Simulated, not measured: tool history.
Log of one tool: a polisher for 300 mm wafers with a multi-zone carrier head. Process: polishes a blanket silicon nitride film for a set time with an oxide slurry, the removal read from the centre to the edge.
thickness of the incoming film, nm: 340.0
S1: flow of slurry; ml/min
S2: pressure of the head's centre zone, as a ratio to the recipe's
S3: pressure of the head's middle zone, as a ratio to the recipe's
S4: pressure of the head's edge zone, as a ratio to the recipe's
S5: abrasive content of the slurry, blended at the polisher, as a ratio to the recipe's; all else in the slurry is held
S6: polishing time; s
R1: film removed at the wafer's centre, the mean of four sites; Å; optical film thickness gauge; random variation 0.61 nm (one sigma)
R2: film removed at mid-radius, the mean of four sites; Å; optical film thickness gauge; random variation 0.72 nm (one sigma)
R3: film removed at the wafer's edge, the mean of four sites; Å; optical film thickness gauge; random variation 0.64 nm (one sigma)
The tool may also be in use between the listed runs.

run,hour,S1,S2,S3,S4,S5,S6,R1,R2,R3
1,0.0,215,1.00,1.00,1.00,1.00,68,502.10,486.46,511.18
2,1.7,215,1.00,1.00,1.00,1.00,62,461.94,450.18,467.10
3,5.9,215,1.00,1.00,1.00,1.00,77,565.59,561.27,576.40
4,7.3,225,1.00,1.01,1.04,1.05,77,578.94,581.04,601.35
5,11.3,225,1.00,1.01,1.07,1.05,77,592.27,589.51,608.42
6,18.3,225,0.93,1.01,1.07,1.05,77,547.00,582.10,610.76
7,19.1,230,0.94,1.01,1.09,1.10,77,567.09,608.80,634.39
8,24.4,235,0.95,1.01,1.11,1.15,77,592.68,613.62,657.57
9,28.4,245,0.96,1.02,1.13,1.20,77,612.70,637.39,674.97
10,34.4,250,0.97,1.03,1.14,1.25,77,634.89,664.98,698.49
11,38.6,255,0.98,1.03,1.15,1.25,77,646.91,672.80,702.05

Forecast run 12:
12,41.6,260,0.98,1.03,1.16,1.25,77,?,?,?

R1: 639.27 Å
R2: 662.11 Å
R3: 695.94 Å
